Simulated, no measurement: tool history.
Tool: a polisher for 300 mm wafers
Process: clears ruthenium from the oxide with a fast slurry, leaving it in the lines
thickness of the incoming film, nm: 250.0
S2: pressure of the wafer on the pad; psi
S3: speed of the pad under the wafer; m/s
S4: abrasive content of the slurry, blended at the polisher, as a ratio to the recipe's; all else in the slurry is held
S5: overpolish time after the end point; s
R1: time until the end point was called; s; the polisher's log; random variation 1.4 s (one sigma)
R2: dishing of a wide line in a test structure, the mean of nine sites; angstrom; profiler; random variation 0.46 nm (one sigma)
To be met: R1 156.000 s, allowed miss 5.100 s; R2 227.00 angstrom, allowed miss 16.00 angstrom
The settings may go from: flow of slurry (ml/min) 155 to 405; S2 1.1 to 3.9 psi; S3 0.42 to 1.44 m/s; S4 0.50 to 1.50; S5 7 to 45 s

run 1 hour=0.0 | flow_of_slurry_(ml/min)=260 S2=2.5 S3=0.92 S4=1.00 S5=23 | R1=76.750 R2=484.80
run 2 hour=8.7 | flow_of_slurry_(ml/min)=260 S2=2.1 S3=0.88 S4=1.00 S5=22 | R1=93.527 R2=386.62
run 3 hour=15.6 | flow_of_slurry_(ml/min)=220 S2=2.1 S3=0.88 S4=1.00 S5=22 | R1=95.728 R2=371.61
run 4 hour=22.5 | flow_of_slurry_(ml/min)=220 S2=2.1 S3=0.88 S4=1.00 S5=17 | R1=96.039 R2=313.52
run 5 hour=30.6 | flow_of_slurry_(ml/min)=220 S2=1.7 S3=0.88 S4=1.00 S5=17 | R1=118.330 R2=263.19
run 6 hour=35.1 | flow_of_slurry_(ml/min)=220 S2=1.6 S3=0.88 S4=1.00 S5=18 | R1=125.290 R2=255.95
run 7 hour=36.3 | flow_of_slurry_(ml/min)=215 S2=1.1 S3=0.88 S4=1.00 S5=21 | R1=174.280 R2=207.57
run 8 hour=41.8 | flow_of_slurry_(ml/min)=225 S2=1.1 S3=0.88 S4=1.00 S5=21 | R1=176.000 R2=209.84
run 9 hour=46.0 | flow_of_slurry_(ml/min)=225 S2=1.2 S3=0.88 S4=1.00 S5=21 | R1=162.090 R2=219.63
run 10 hour=49.3 | flow_of_slurry_(ml/min)=230 S2=1.3 S3=0.88 S4=1.00 S5=21 | R1=151.000 R2=243.35
run 11 hour=54.0 | flow_of_slurry_(ml/min)=225 S2=1.3 S3=0.88 S4=1.00 S5=21 | R1=150.970 R2=246.30

5 next moves are on the table. One of them brings every result within its allowed miss. Which?
run A hour=58.7 | flow_of_slurry_(ml/min)=230 S2=1.4 S3=0.78 S4=1.00 S5=20 | R1=? R2=?
run B hour=58.7 | flow_of_slurry_(ml/min)=240 S2=1.1 S3=0.82 S4=1.25 S5=28 | R1=? R2=?
run C hour=58.7 | flow_of_slurry_(ml/min)=180 S2=1.3 S3=0.88 S4=0.95 S5=25 | R1=? R2=?
run D hour=58.7 | flow_of_slurry_(ml/min)=270 S2=1.3 S3=0.84 S4=0.85 S5=27 | R1=? R2=?
run E hour=58.7 | flow_of_slurry_(ml/min)=250 S2=1.1 S3=0.92 S4=1.00 S5=26 | R1=? R2=?

move=A R1=159.870 R2=222.83
move=B R1=172.700 R2=282.43
move=C R1=159.290 R2=274.25
move=D R1=171.090 R2=275.62
move=E R1=169.980 R2=267.92
A: meets every target
B: further off than the last run
C: further off than the last run
D: further off than the last run
E: further off than the last run
Move A is the one to make.
